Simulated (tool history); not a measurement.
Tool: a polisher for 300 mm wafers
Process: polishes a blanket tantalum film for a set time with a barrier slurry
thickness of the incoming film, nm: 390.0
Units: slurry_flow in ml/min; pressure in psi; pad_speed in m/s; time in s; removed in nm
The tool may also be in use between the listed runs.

{"run": 1, "hour": 0.0, "slurry_flow": 265, "pressure": 2.2, "pad_speed": 1.22, "slurry_solids": 1, "time": 25, "removed": 47.372}
{"run": 2, "hour": 9.0, "slurry_flow": 260, "pressure": 2, "pad_speed": 1.22, "slurry_solids": 1, "time": 25, "removed": 42.727}
{"run": 3, "hour": 11.7, "slurry_flow": 255, "pressure": 1.9, "pad_speed": 1.22, "slurry_solids": 1, "time": 25, "removed": 40.725}
{"run": 4, "hour": 15.9, "slurry_flow": 210, "pressure": 1.9, "pad_speed": 1.22, "slurry_solids": 1, "time": 25, "removed": 40.278}
{"run": 5, "hour": 18.8, "slurry_flow": 210, "pressure": 1.9, "pad_speed": 1.48, "slurry_solids": 1, "time": 25, "removed": 46.243}
{"run": 6, "hour": 22.3, "slurry_flow": 205, "pressure": 1.7, "pad_speed": 1.48, "slurry_solids": 1, "time": 25, "removed": 41.133}
{"run": 7, "hour": 22.8, "slurry_flow": 205, "pressure": 1.6, "pad_speed": 1.48, "slurry_solids": 1, "time": 25, "removed": 38.825}

The next listed run, before its measurement:
{"run": 8, "hour": 26.3, "slurry_flow": 205, "pressure": 1.5, "pad_speed": 1.48, "slurry_solids": 1, "time": 25, "removed": "?"}

{"run 8": {"removed": 36.26}}
